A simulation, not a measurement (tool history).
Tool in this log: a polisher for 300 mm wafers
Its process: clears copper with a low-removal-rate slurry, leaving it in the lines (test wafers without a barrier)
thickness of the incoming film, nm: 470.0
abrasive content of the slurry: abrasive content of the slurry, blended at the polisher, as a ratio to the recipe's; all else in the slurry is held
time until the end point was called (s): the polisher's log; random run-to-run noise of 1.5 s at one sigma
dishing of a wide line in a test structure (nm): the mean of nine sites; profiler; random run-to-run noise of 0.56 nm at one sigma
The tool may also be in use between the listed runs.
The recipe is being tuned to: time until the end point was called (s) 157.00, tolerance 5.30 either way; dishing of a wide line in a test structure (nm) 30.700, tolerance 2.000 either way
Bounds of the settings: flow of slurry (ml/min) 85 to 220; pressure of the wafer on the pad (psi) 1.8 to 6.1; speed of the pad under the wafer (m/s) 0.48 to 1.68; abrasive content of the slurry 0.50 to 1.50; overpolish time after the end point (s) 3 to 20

run	hour	flow of slurry (ml/min)	pressure of the wafer on the pad (psi)	speed of the pad under the wafer (m/s)	abrasive content of the slurry	overpolish time after the end point (s)	time until the end point was called (s)	dishing of a wide line in a test structure (nm)
1	0.0	140	3.9	1.08	1.00	10	103.37	27.586
2	9.0	135	3.5	1.08	1.00	11	116.23	27.553
3	14.3	135	3.5	1.08	0.90	11	122.26	27.009
4	22.6	130	3.3	1.08	0.90	12	127.50	26.646
5	31.1	110	3.3	1.08	0.90	12	132.76	26.498
6	34.1	110	3.3	1.08	0.90	9	135.38	21.412
7	39.5	105	3.2	1.08	0.90	11	139.43	24.374
# hour 44.8: head pressure recalibrated
8	44.8	100	3.1	1.08	0.90	12	152.96	24.301
9	50.2	100	3.1	1.08	0.90	13	154.04	25.625
10	55.2	100	3.1	1.08	0.90	14	151.45	27.316

5 candidate next runs follow, results not yet known. Just one meets every target within its allowed miss. Identify it.
A	60.2	100	3.0	1.24	0.65	17	?	?
B	60.2	105	3.8	0.86	0.85	19	?	?
C	60.2	95	2.6	1.22	0.80	18	?	?
D	60.2	115	2.7	1.06	0.90	18	?	?
E	60.2	105	2.8	1.20	0.95	16	?	?

move	time until the end point was called (s)	dishing of a wide line in a test structure (nm)
A	155.68	31.276
B	157.31	34.048
C	170.83	30.267
D	171.67	30.194
E	148.22	30.923
A: hits every target within its allowed miss
B: takes the result that was furthest off past its target
C: corrects the largest miss of the last run, while another result sits out of spec
D: corrects the largest miss of the last run, while another result sits out of spec
E: corrects the largest miss of the last run, while another result sits out of spec
So the answer is move A, the one that meets all the targets.
